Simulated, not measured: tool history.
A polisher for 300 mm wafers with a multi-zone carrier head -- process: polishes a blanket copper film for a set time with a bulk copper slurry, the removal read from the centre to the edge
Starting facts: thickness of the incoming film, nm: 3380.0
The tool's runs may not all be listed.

| run | hour | flow of slurry (ml/min) | pressure of the head's centre zone | pressure of the head's middle zone | pressure of the head's edge zone | abrasive content of the slurry | polishing time (s) | film removed at the wafer's centre (angstrom) | film removed at mid-radius (angstrom) | film removed at the wafer's edge (angstrom) |
|---|---|---|---|---|---|---|---|---|---|---|
| 1 | 0 | 215 | 1 | 1 | 1 | 1 | 78 | 5125.9 | 5047.9 | 5250.2 |
| 2 | 4 | 215 | 1.08 | 1 | 1 | 1 | 78 | 5500 | 5133.7 | 5354.1 |
| 3 | 6.3 | 215 | 1.08 | 1.05 | 1 | 1 | 78 | 5557 | 5235.8 | 5317.3 |
| 4 | 13.1 | 195 | 1.08 | 1.05 | 1 | 1 | 78 | 5458 | 5321.1 | 5087.2 |
| 5 | 22.1 | 195 | 1.08 | 0.97 | 1 | 1 | 78 | 5432.5 | 4885.1 | 5122.3 |
| 6 | 27.7 | 170 | 1.08 | 0.97 | 1 | 1 | 78 | 5391.4 | 4707.3 | 5115.9 |
| 7 | 35 | 205 | 1.13 | 1.07 | 1.1 | 1.25 | 88 | 6774.5 | 6372.6 | 6380.7 |

The next listed run, before its measurement:
| 8 | 43.1 | 215 | 1.13 | 1.07 | 1.11 | 1.25 | 88 | ? | ? | ? |

{"run 8": {"film removed at the wafer's centre (angstrom)": 6840, "film removed at mid-radius (angstrom)": 6197.4, "film removed at the wafer's edge (angstrom)": 6413}}

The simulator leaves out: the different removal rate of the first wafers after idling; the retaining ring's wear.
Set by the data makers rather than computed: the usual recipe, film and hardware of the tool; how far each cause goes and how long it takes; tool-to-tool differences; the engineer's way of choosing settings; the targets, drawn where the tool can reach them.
